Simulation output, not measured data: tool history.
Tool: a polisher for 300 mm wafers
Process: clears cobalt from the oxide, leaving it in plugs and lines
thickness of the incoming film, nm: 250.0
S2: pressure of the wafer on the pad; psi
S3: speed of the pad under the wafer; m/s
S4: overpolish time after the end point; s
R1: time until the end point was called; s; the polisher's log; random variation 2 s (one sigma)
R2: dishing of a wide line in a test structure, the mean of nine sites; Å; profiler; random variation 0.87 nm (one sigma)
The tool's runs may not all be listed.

{"run": 1, "hour": 0.0, "flow of slurry (ml/min)": 175, "S2": 1.3, "S3": 1.08, "S4": 23, "R1": 58.498, "R2": 480.94}
{"run": 2, "hour": 3.4, "flow of slurry (ml/min)": 175, "S2": 1.3, "S3": 1.22, "S4": 23, "R1": 51.733, "R2": 499.61}
{"run": 3, "hour": 6.4, "flow of slurry (ml/min)": 175, "S2": 1.4, "S3": 1.22, "S4": 23, "R1": 48.262, "R2": 524.71}
{"run": 4, "hour": 10.0, "flow of slurry (ml/min)": 175, "S2": 1.3, "S3": 1.18, "S4": 24, "R1": 53.771, "R2": 510.76}
{"run": 5, "hour": 12.0, "flow of slurry (ml/min)": 175, "S2": 1.1, "S3": 1.18, "S4": 24, "R1": 62.799, "R2": 470.17}
{"run": 6, "hour": 16.1, "flow of slurry (ml/min)": 140, "S2": 1.1, "S3": 1.18, "S4": 24, "R1": 62.292, "R2": 464.8}
{"run": 7, "hour": 23.2, "flow of slurry (ml/min)": 140, "S2": 1.0, "S3": 1.16, "S4": 24, "R1": 71.373, "R2": 444.97}
{"run": 8, "hour": 24.4, "flow of slurry (ml/min)": 140, "S2": 1.0, "S3": 1.14, "S4": 24, "R1": 73.008, "R2": 459.47}
{"run": 9, "hour": 32.6, "flow of slurry (ml/min)": 140, "S2": 1.0, "S3": 1.12, "S4": 24, "R1": 70.005, "R2": 451.2}
{"run": 10, "hour": 36.7, "flow of slurry (ml/min)": 140, "S2": 1.0, "S3": 1.1, "S4": 24, "R1": 73.424, "R2": 443.73}
{"run": 11, "hour": 43.9, "flow of slurry (ml/min)": 140, "S2": 1.0, "S3": 1.08, "S4": 24, "R1": 74.212, "R2": 457.24}
{"run": 12, "hour": 45.8, "flow of slurry (ml/min)": 140, "S2": 1.0, "S3": 1.06, "S4": 24, "R1": 76.311, "R2": 438.77}
{"run": 13, "hour": 53.8, "flow of slurry (ml/min)": 140, "S2": 1.0, "S3": 1.06, "S4": 24, "R1": 74.775, "R2": 418.47}

Run 14 comes next. What will it give?
{"run": 14, "hour": 61.3, "flow of slurry (ml/min)": 140, "S2": 1.0, "S3": 1.04, "S4": 25, "R1": "?", "R2": "?"}

R1: 75.911 s
R2: 444.79 Å
